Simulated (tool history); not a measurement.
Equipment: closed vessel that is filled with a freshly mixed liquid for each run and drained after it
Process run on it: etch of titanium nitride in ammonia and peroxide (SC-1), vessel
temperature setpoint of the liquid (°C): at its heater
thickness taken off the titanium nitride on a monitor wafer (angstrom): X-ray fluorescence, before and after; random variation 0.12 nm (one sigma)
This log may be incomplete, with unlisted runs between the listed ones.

run,day,temperature setpoint of the liquid (°C),parts of water to one part of 30 % peroxide (parts by volume),parts of 29 % ammonia solution to one part of 30 % peroxide (parts by volume),time in the liquid (s),thickness taken off the titanium nitride on a monitor wafer (angstrom)
1,0,47,17.5,0.9,655,169.36
2,0.225,49.5,17.5,0.9,655,200.79
3,0.604,49.5,17.5,0.6,655,186.72
4,0.921,51.5,17.5,0.6,655,214.86
5,1.079,53,17.5,0.6,655,238.35
6,1.246,49,17.5,0.6,655,180.37
7,1.508,51.5,17.5,0.6,655,214.84
8,1.621,53,17.5,0.6,655,239.27
9,1.683,54,17.5,0.6,655,253.93
10,1.962,55,17.5,0.6,655,274.29

Predict the results of run 11:
11,2.15,55.5,17.5,0.6,655,?

thickness taken off the titanium nitride on a monitor wafer (angstrom): 281.94
